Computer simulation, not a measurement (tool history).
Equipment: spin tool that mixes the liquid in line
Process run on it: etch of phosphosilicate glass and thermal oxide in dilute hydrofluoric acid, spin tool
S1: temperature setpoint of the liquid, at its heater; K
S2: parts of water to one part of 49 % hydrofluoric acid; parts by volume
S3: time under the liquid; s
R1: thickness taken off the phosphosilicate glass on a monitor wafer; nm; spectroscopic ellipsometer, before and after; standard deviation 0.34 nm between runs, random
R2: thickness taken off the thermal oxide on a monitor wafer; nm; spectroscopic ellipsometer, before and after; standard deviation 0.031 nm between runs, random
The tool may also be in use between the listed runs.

run	hour	S1	S2	S3	R1	R2
1	0.0	295.15	235	180	45.987	3.3372
2	3.9	294.15	240	180	42.440	3.1310
3	12.1	294.15	165	180	66.001	4.8576
4	17.3	293.65	185	180	56.192	4.0941
5	19.0	293.15	195	180	51.842	3.8191
6	26.8	292.65	205	180	48.591	3.6089
7	31.6	292.15	215	180	44.331	3.3666
8	33.4	292.15	225	180	42.262	3.1444

What does the tool deliver on the next run?
9	39.4	292.15	230	180	?	?

Run 9 measured R1 40.752 nm, R2 3.0128 nm.
